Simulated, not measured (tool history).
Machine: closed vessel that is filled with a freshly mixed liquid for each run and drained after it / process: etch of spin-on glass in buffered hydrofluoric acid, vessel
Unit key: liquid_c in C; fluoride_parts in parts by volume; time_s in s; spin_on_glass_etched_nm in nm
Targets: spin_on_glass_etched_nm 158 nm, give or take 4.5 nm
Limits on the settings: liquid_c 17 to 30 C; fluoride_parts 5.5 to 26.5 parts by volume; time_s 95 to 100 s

Run 1, hour 0: liquid_c 22 C, fluoride_parts 16 parts by volume, time_s 95 s. Result: spin_on_glass_etched_nm 254.33 nm.
Run 2, hour 5.1: liquid_c 22 C, fluoride_parts 12.5 parts by volume, time_s 95 s. Result: spin_on_glass_etched_nm 319.34 nm.
Run 3, hour 6.6: liquid_c 24 C, fluoride_parts 12.5 parts by volume, time_s 95 s. Result: spin_on_glass_etched_nm 356.02 nm.
Run 4, hour 13.3: liquid_c 22.5 C, fluoride_parts 14 parts by volume, time_s 95 s. Result: spin_on_glass_etched_nm 291.69 nm.
Run 5, hour 15.6: liquid_c 21.5 C, fluoride_parts 15 parts by volume, time_s 95 s. Result: spin_on_glass_etched_nm 263.62 nm.
Run 6, hour 20: liquid_c 21.5 C, fluoride_parts 17 parts by volume, time_s 95 s. Result: spin_on_glass_etched_nm 231.75 nm.
Run 7, hour 28.8: liquid_c 20.5 C, fluoride_parts 17.5 parts by volume, time_s 95 s. Result: spin_on_glass_etched_nm 213.46 nm.
Run 8, hour 38.1: liquid_c 19.5 C, fluoride_parts 18 parts by volume, time_s 95 s. Result: spin_on_glass_etched_nm 196.34 nm.
Run 9, hour 41.8: liquid_c 19 C, fluoride_parts 18.5 parts by volume, time_s 95 s. Result: spin_on_glass_etched_nm 181.66 nm.
Run 10, hour 43.2: liquid_c 18.5 C, fluoride_parts 18.5 parts by volume, time_s 95 s. Result: spin_on_glass_etched_nm 181.46 nm.
Run 11, hour 52: liquid_c 18 C, fluoride_parts 18.5 parts by volume, time_s 95 s. Result: spin_on_glass_etched_nm 178.43 nm.
At hour 54: thermometer replaced.
Run 12, hour 54: liquid_c 18 C, fluoride_parts 19 parts by volume, time_s 95 s. Result: spin_on_glass_etched_nm 150.12 nm.

5 next moves are on the table. One of them brings every result within its allowed miss. Which?
Run A, hour 56: liquid_c 19.5 C, fluoride_parts 18.5 parts by volume, time_s 95 s. Result: spin_on_glass_etched_nm ?.
Run B, hour 56: liquid_c 20 C, fluoride_parts 19 parts by volume, time_s 95 s. Result: spin_on_glass_etched_nm ?.
Run C, hour 56: liquid_c 19 C, fluoride_parts 21 parts by volume, time_s 95 s. Result: spin_on_glass_etched_nm ?.
Run D, hour 56: liquid_c 18 C, fluoride_parts 19.5 parts by volume, time_s 95 s. Result: spin_on_glass_etched_nm ?.
Run E, hour 56: liquid_c 17 C, fluoride_parts 18 parts by volume, time_s 100 s. Result: spin_on_glass_etched_nm ?.

move  spin_on_glass_etched_nm
   A                   168.72
   B                   169.02
   C                   146.84
   D                   147.13
   E                   158.33
A: takes the result that was furthest off past its target
B: takes the result that was furthest off past its target
C: the biggest miss grows against the last run
D: the biggest miss grows against the last run
E: every result lands within tolerance
Answer: E

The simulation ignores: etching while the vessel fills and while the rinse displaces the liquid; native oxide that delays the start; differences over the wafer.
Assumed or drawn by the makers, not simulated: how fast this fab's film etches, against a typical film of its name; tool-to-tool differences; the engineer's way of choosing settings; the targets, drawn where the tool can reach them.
